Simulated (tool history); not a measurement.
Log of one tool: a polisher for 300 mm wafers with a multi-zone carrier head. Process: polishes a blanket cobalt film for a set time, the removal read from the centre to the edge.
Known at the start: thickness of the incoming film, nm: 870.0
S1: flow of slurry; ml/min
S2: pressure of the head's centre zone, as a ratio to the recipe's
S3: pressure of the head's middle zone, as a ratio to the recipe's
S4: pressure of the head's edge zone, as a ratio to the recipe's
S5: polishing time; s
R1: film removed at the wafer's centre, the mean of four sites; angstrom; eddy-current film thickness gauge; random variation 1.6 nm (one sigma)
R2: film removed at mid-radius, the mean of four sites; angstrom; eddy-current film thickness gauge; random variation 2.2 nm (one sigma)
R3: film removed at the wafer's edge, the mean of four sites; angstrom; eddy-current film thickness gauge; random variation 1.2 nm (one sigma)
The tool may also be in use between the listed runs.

{"run": 1, "day": 0.0, "S1": 270, "S2": 1, "S3": 1, "S4": 1, "S5": 36, "R1": 2621.2, "R2": 2639.3, "R3": 2709.7}
{"run": 2, "day": 0.096, "S1": 270, "S2": 1, "S3": 1, "S4": 0.95, "S5": 31, "R1": 2330.4, "R2": 2272.1, "R3": 2279.2}
{"run": 3, "day": 0.333, "S1": 335, "S2": 1, "S3": 1, "S4": 0.95, "S5": 31, "R1": 2379.9, "R2": 2295.7, "R3": 2326}
{"run": 4, "day": 0.471, "S1": 325, "S2": 0.97, "S3": 1, "S4": 0.91, "S5": 28, "R1": 2096, "R2": 2094.7, "R3": 2085.4}
{"run": 5, "day": 0.696, "S1": 385, "S2": 0.97, "S3": 1, "S4": 0.91, "S5": 28, "R1": 2093.6, "R2": 2133.7, "R3": 2103.5}
{"run": 6, "day": 0.879, "S1": 385, "S2": 0.96, "S3": 1, "S4": 0.88, "S5": 26, "R1": 1895.9, "R2": 1978, "R3": 1908.4}

Forecast run 7:
{"run": 7, "day": 1.133, "S1": 385, "S2": 0.96, "S3": 0.99, "S4": 0.86, "S5": 25, "R1": "?", "R2": "?", "R3": "?"}

R1: 1851.7 angstrom
R2: 1844 angstrom
R3: 1821.2 angstrom
